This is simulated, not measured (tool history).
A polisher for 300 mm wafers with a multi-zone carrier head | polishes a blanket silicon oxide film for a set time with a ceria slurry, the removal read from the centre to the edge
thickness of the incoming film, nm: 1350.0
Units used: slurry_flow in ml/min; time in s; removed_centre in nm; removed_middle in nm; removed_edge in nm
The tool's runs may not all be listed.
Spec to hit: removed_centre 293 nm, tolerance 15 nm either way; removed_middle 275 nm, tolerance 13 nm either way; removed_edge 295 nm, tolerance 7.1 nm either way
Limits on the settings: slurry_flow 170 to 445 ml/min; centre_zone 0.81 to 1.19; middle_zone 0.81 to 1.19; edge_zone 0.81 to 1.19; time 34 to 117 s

run,day,slurry_flow,centre_zone,middle_zone,edge_zone,time,removed_centre,removed_middle,removed_edge
1,0,285,1,1,1,75,527.12,562.55,554.05
2,0.171,280,1,0.98,0.99,71,496.08,511.3,520.36
3,0.538,280,1,0.98,0.99,64,451.11,458.53,476.58
4,0.675,275,1,0.98,0.98,61,428.24,441.92,443.05
5,0.908,275,1,0.98,1.02,61,433.77,433.07,458.4
6,1.279,275,1,0.98,0.97,61,427.02,453.9,445.1
7,1.579,270,1,0.97,0.96,58,396.24,419.59,418.74
8,1.871,270,1.01,0.96,0.95,56,388.95,398.8,397.88
9,2.004,265,1.01,0.94,0.94,55,377.62,379.82,392.59
10,2.304,265,1.01,0.94,0.94,55,386.51,378.89,385.35
11,2.638,260,1,0.93,0.93,54,366.47,369.49,381.73
12,2.958,260,1.05,0.86,0.87,34,242.1,216.7,234.22
13,3.008,260,1.05,0.87,0.89,34,246.73,222.9,234.82
14,3.383,260,1.05,0.88,0.92,34,246.45,222.39,238.86
15,3.658,260,1.05,0.89,0.94,35,257.77,228.91,247.12
16,3.9,260,1.05,0.9,0.96,35,258.58,236.66,248.68
17,4.162,260,1.05,0.9,0.96,35,252.86,236.1,251.79
18,4.379,260,1.05,0.9,0.96,35,252.86,232.85,251.21
19,4.408,260,1.05,0.91,0.97,36,260.31,245.77,259.5
20,4.675,265,1.05,0.91,0.98,37,271.15,247.08,269.06
21,4.867,270,1.05,0.91,0.98,37,268.63,248.38,267.95

Of the 4 settings listed for the next run, only one would bring every result within its allowed miss of target. Which one?
A,5.058,260,1.09,0.86,0.98,34,?,?,?
B,5.058,280,0.99,0.9,0.96,38,?,?,?
C,5.058,205,1.11,0.82,0.91,37,?,?,?
D,5.058,310,1,0.87,0.9,42,?,?,?

move,removed_centre,removed_middle,removed_edge
A,256.32,217.73,245.88
B,262.57,254.98,273.75
C,273.77,220.5,252.27
D,296.59,276.98,296.13
A: further off than the last run
B: moves toward the targets from the last run without getting all of them in spec
C: further off than the last run
D: meets every target
The move that meets every target is D.
